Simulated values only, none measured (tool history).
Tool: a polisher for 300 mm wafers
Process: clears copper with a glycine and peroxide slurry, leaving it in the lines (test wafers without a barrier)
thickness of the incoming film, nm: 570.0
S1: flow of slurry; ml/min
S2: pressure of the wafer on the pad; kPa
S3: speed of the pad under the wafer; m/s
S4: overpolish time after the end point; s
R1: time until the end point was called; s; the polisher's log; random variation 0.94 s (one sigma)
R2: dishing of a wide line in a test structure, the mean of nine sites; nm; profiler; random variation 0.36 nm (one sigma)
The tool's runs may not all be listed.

| run | hour | S1 | S2 | S3 | S4 | R1 | R2 |
|---|---|---|---|---|---|---|---|
| 1 | 0.0 | 155 | 13.1 | 1.20 | 15 | 120.000 | 49.833 |
| 2 | 7.1 | 155 | 12.4 | 1.30 | 13 | 119.630 | 45.489 |
| 3 | 11.8 | 155 | 15.2 | 1.30 | 13 | 102.090 | 50.509 |
| 4 | 14.1 | 145 | 15.9 | 1.28 | 12 | 99.403 | 48.274 |
| 5 | 20.5 | 135 | 16.5 | 1.20 | 11 | 104.730 | 45.008 |
| 6 | 25.9 | 135 | 16.5 | 1.20 | 8 | 105.830 | 33.728 |

Forecast run 7:
| 7 | 29.5 | 150 | 16.5 | 1.18 | 7 | ? | ? |

Run 7 gave R1 104.110 s, R2 30.483 nm.
